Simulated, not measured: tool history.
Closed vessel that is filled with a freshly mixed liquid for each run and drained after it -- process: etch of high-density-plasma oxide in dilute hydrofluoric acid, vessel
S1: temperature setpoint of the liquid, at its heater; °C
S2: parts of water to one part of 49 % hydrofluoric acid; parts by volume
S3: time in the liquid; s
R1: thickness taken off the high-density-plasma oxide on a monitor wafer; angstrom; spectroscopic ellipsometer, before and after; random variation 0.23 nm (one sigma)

| run | hour | S1 | S2 | S3 | R1 |
|---|---|---|---|---|---|
| 1 | 0 | 24 | 215 | 245 | 72.335 |
| 2 | 9.1 | 24 | 175 | 245 | 93.286 |
| 3 | 17.8 | 25 | 155 | 245 | 109.88 |
| 4 | 24.4 | 26 | 140 | 245 | 129.53 |
| 5 | 29.8 | 27 | 130 | 245 | 148.7 |
| 6 | 33.8 | 23.5 | 130 | 245 | 130.04 |
| 7 | 36 | 23.5 | 130 | 245 | 129.66 |
| 8 | 38.2 | 24.5 | 120 | 245 | 148.09 |
| 9 | 46.3 | 25.5 | 110 | 245 | 169.05 |

Estimate the outcome of run 10 from the log above:
| 10 | 52.3 | 26.5 | 105 | 245 | ? |

R1: 186.18 angstrom
